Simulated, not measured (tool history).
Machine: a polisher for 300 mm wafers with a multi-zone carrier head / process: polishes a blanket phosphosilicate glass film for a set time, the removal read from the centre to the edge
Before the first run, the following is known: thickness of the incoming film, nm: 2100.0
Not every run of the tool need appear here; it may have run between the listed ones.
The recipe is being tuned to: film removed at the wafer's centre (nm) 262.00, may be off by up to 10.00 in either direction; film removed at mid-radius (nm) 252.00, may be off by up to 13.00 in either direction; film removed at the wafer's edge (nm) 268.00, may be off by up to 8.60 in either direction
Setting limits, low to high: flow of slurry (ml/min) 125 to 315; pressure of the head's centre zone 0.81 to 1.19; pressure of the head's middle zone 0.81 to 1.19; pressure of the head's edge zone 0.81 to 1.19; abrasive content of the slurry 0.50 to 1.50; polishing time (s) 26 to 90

run    day  flow of slurry (ml/min)  pressure of the head's centre zone  pressure of the head's middle zone  pressure of the head's edge zone  abrasive content of the slurry  polishing time (s)  film removed at the wafer's centre (nm)  film removed at mid-radius (nm)  film removed at the wafer's edge (nm)
  1  0.000                      205                                1.00                                1.00                              1.00                            1.00                  58                                   304.32                           311.76                                 309.86
  2  0.225                      200                                0.99                                0.98                              0.98                            0.95                  58                                   294.58                           283.93                                 290.18
  3  0.358                      200                                0.99                                0.90                              0.98                            0.95                  58                                   293.80                           271.08                                 293.66
  4  0.500                      195                                0.98                                0.90                              0.97                            0.95                  58                                   283.77                           275.01                                 295.24
  5  0.812                      195                                0.98                                0.90                              0.97                            0.95                  49                                   247.75                           228.31                                 245.55
  6  1.138                      195                                0.98                                0.93                              0.97                            0.95                  49                                   249.64                           231.01                                 245.87
  7  1.496                      200                                0.98                                0.93                              0.98                            0.95                  49                                   245.23                           236.62                                 250.84
  8  1.742                      205                                0.99                                0.93                              0.99                            0.95                  49                                   248.63                           239.09                                 250.22
  9  1.912                      205                                1.00                                0.93                              1.00                            0.95                  49                                   252.78                           233.56                                 252.51
 10  2.221                      210                                1.00                                0.94                              1.01                            0.95                  49                                   253.27                           237.03                                 252.40
 11  2.562                      210                                1.00                                0.94                              1.02                            0.95                  49                                   254.63                           234.21                                 255.43
 12  2.846                      215                                1.00                                0.95                              1.02                            0.95                  49                                   251.19                           241.94                                 256.21

Consider the 5 candidate settings below. Which is the only one whose results all fall within their allowed miss of target?
  A  3.129                      215                                1.05                                0.95                              1.02                            0.90                  53                                        ?                                ?                                      ?
  B  3.129                      130                                0.99                                0.94                              0.96                            0.95                  57                                        ?                                ?                                      ?
  C  3.129                      260                                0.90                                0.94                              1.04                            1.00                  53                                        ?                                ?                                      ?
  D  3.129                      205                                0.90                                0.96                              1.00                            1.05                  49                                        ?                                ?                                      ?
  E  3.129                      210                                0.99                                1.01                              1.08                            0.95                  46                                        ?                                ?                                      ?

move  film removed at the wafer's centre (nm)  film removed at mid-radius (nm)  film removed at the wafer's edge (nm)
   A                                   275.25                           256.51                                 268.66
   B                                   258.95                           256.86                                 270.52
   C                                   257.68                           276.81                                 293.30
   D                                   236.20                           259.11                                 266.69
   E                                   231.78                           241.01                                 246.71
A: the worst result of the last run now meets its target, but another is out of spec
B: every result within its allowed miss
C: takes the result that was furthest off past its target
D: the worst result of the last run now meets its target, but another is out of spec
E: lands further from the targets than the last run did
Correct choice: B, which meets every target
